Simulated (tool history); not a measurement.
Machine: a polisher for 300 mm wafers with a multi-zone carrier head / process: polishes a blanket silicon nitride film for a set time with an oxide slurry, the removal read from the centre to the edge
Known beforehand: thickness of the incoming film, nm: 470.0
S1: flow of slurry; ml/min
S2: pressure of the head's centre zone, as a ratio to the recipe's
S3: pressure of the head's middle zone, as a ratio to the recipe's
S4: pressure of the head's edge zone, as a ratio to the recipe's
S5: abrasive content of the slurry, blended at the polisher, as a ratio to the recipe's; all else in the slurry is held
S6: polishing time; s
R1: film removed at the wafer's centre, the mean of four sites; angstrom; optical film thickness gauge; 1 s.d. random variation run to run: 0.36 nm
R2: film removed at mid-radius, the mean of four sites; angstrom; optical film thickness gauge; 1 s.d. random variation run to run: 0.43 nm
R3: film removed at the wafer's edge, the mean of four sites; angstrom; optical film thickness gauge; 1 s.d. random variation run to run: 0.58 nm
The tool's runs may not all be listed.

Run 1, day 0: S1 165 ml/min, S2 1, S3 1, S4 1, S5 1, S6 79 s. Result: R1 614.59 angstrom, R2 614.09 angstrom, R3 627.27 angstrom.
Run 2, day 0.046: S1 165 ml/min, S2 1, S3 1, S4 0.92, S5 1, S6 79 s. Result: R1 611.15 angstrom, R2 598.42 angstrom, R3 599.97 angstrom.
Run 3, day 0.233: S1 165 ml/min, S2 1, S3 1, S4 0.92, S5 1.2, S6 79 s. Result: R1 682.03 angstrom, R2 661.66 angstrom, R3 645.28 angstrom.
Run 4, day 0.496: S1 165 ml/min, S2 1, S3 1, S4 0.92, S5 1.25, S6 79 s. Result: R1 680.88 angstrom, R2 653.53 angstrom, R3 645.3 angstrom.
Run 5, day 0.738: S1 165 ml/min, S2 1, S3 1, S4 0.88, S5 1.25, S6 79 s. Result: R1 676.03 angstrom, R2 667.85 angstrom, R3 658.19 angstrom.
Run 6, day 0.858: S1 165 ml/min, S2 1, S3 1.05, S4 0.88, S5 1.25, S6 79 s. Result: R1 681.82 angstrom, R2 703.83 angstrom, R3 661.06 angstrom.

Predict the results of run 7:
Run 7, day 1.183: S1 170 ml/min, S2 0.99, S3 1.03, S4 0.87, S5 1.05, S6 76 s. Result: R1 ?, R2 ?, R3 ?.

{"run 7": {"R1": 602.08, "R2": 619.46, "R3": 577.42}}
